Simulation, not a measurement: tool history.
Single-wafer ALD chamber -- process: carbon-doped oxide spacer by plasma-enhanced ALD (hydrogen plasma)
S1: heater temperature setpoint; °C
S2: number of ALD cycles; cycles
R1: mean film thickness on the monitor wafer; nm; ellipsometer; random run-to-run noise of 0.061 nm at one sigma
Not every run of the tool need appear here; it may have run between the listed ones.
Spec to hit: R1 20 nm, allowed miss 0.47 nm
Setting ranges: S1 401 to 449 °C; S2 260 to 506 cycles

run 1 day=0 | S1=425 S2=383 | R1=16.466
run 2 day=0.271 | S1=431 S2=383 | R1=16.287
run 3 day=0.542 | S1=431 S2=360 | R1=15.24
run 4 day=0.854 | S1=441 S2=360 | R1=14.755
run 5 day=1.079 | S1=441 S2=307 | R1=12.642
run 6 day=1.188 | S1=449 S2=307 | R1=12.361
run 7 day=1.367 | S1=445 S2=337 | R1=13.614
run 8 day=1.504 | S1=441 S2=360 | R1=14.806
run 9 day=1.583 | S1=439 S2=378 | R1=15.681
run 10 day=1.888 | S1=437 S2=393 | R1=16.378
run 11 day=2.146 | S1=434 S2=405 | R1=17.029
run 12 day=2.362 | S1=432 S2=414 | R1=17.545
-- day=2.7 thermocouple changed; heater temperature recalibrated
run 13 day=2.7 | S1=432 S2=414 | R1=17.2
run 14 day=2.733 | S1=429 S2=424 | R1=17.727
run 15 day=2.962 | S1=428 S2=433 | R1=18.268
run 16 day=3.25 | S1=427 S2=439 | R1=18.496
run 17 day=3.458 | S1=426 S2=445 | R1=18.797
run 18 day=3.688 | S1=425 S2=450 | R1=19.052
run 19 day=3.817 | S1=424 S2=454 | R1=19.267
run 20 day=4.033 | S1=424 S2=457 | R1=19.417

Which of these 5 next moves meets every target?
run A day=4.25 | S1=429 S2=475 | R1=?
run B day=4.25 | S1=418 S2=443 | R1=?
run C day=4.25 | S1=421 S2=442 | R1=?
run D day=4.25 | S1=411 S2=432 | R1=?
run E day=4.25 | S1=420 S2=444 | R1=?

move=A R1=19.881
move=B R1=19.13
move=C R1=18.927
move=D R1=19.02
move=E R1=19.066
A: meets every target
B: misses by more than the last run did
C: misses by more than the last run did
D: misses by more than the last run did
E: misses by more than the last run did
Go with A: it meets all targets.

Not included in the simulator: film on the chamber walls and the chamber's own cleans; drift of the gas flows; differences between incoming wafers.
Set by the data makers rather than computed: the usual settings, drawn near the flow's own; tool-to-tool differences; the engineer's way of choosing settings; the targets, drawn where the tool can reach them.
